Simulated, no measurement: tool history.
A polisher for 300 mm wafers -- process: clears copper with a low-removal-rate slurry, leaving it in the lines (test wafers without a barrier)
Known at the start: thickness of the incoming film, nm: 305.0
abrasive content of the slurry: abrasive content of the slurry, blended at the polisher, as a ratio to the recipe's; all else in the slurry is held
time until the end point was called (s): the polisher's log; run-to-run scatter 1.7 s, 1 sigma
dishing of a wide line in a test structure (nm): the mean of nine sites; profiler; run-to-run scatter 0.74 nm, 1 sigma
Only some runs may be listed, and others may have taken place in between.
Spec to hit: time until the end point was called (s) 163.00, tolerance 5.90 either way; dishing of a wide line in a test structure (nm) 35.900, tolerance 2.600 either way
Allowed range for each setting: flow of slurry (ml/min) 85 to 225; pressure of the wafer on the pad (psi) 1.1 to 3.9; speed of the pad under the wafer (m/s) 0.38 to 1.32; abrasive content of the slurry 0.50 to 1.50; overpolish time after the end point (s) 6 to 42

run    day  flow of slurry (ml/min)  pressure of the wafer on the pad (psi)  speed of the pad under the wafer (m/s)  abrasive content of the slurry  overpolish time after the end point (s)  time until the end point was called (s)  dishing of a wide line in a test structure (nm)
  1  0.000                      145                                     2.5                                    0.84                            1.00                                       21                                   132.04                                           34.755
  2  0.154                      140                                     2.4                                    0.84                            1.00                                       22                                   137.02                                           33.232
  3  0.296                      135                                     2.3                                    0.84                            1.00                                       23                                   147.76                                           31.817
  4  0.646                      135                                     2.6                                    0.84                            1.00                                       23                                   126.92                                           38.553
  5  0.862                      135                                     3.1                                    0.84                            1.00                                       23                                   106.75                                           44.036
  6  1.012                      130                                     2.9                                    0.84                            1.00                                       24                                   116.75                                           42.153
  7  1.079                      125                                     2.8                                    0.84                            1.00                                       25                                   121.35                                           40.986
  8  1.317                      120                                     2.7                                    0.84                            1.00                                       26                                   128.06                                           41.033
     1.346  -- slurry nozzle cleaned
  9  1.346                      115                                     2.6                                    0.84                            1.00                                       27                                   122.45                                           45.161
 10  1.433                      120                                     2.4                                    0.84                            1.00                                       27                                   129.15                                           41.314
 11  1.500                      120                                     2.2                                    0.84                            1.00                                       28                                   139.79                                           39.468

Which single option among these 5 for the next run brings every result within its allowed miss of target? Just one does.
  A  1.567                      115                                     2.2                                    0.66                            0.90                                       25                                        ?                                                ?
  B  1.567                      100                                     2.0                                    0.78                            1.30                                       24                                        ?                                                ?
  C  1.567                      115                                     2.5                                    0.96                            0.85                                       24                                        ?                                                ?
  D  1.567                      120                                     1.6                                    1.00                            1.00                                       29                                        ?                                                ?
  E  1.567                      115                                     2.0                                    0.80                            1.30                                       33                                        ?                                                ?

move  time until the end point was called (s)  dishing of a wide line in a test structure (nm)
   A                                   177.07                                           29.317
   B                                   160.98                                           30.655
   C                                   115.22                                           41.679
   D                                   163.77                                           35.215
   E                                   152.87                                           42.375
A: the result that was furthest off in the last run now lies on the other side of its target
B: the worst result of the last run now meets its target, but another is out of spec
C: misses by more than the last run did
D: in spec on every target
E: closes in on the targets versus the last run, not all within tolerance yet
Move D is the one to make.
